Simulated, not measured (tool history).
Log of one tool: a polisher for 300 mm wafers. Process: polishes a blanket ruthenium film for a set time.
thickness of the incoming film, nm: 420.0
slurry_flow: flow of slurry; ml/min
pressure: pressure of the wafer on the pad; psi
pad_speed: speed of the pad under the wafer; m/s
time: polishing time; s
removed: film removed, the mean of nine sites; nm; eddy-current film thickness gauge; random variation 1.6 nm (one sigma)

Run 1, hour 0: slurry_flow 170 ml/min, pressure 2.5 psi, pad_speed 1.26 m/s, time 106 s. Result: removed 151.1 nm.
Run 2, hour 8.5: slurry_flow 170 ml/min, pressure 2.4 psi, pad_speed 1.26 m/s, time 106 s. Result: removed 147.49 nm.
Run 3, hour 15.4: slurry_flow 170 ml/min, pressure 2.7 psi, pad_speed 1.26 m/s, time 106 s. Result: removed 166.02 nm.
Run 4, hour 22.6: slurry_flow 170 ml/min, pressure 2.3 psi, pad_speed 1.26 m/s, time 106 s. Result: removed 144.2 nm.
Run 5, hour 27.9: slurry_flow 170 ml/min, pressure 2.7 psi, pad_speed 1.26 m/s, time 106 s. Result: removed 160.83 nm.
Run 6, hour 34.2: slurry_flow 190 ml/min, pressure 2.7 psi, pad_speed 1.26 m/s, time 106 s. Result: removed 169.13 nm.
Run 7, hour 40.4: slurry_flow 180 ml/min, pressure 2.5 psi, pad_speed 1.26 m/s, time 106 s. Result: removed 152.62 nm.
Run 8, hour 43.9: slurry_flow 180 ml/min, pressure 2.5 psi, pad_speed 1.26 m/s, time 106 s. Result: removed 153.72 nm.

Run 9 comes next. What will it give?
Run 9, hour 48.1: slurry_flow 180 ml/min, pressure 2.4 psi, pad_speed 1.26 m/s, time 106 s. Result: removed ?.

{"run 9": {"removed": 144.06}}

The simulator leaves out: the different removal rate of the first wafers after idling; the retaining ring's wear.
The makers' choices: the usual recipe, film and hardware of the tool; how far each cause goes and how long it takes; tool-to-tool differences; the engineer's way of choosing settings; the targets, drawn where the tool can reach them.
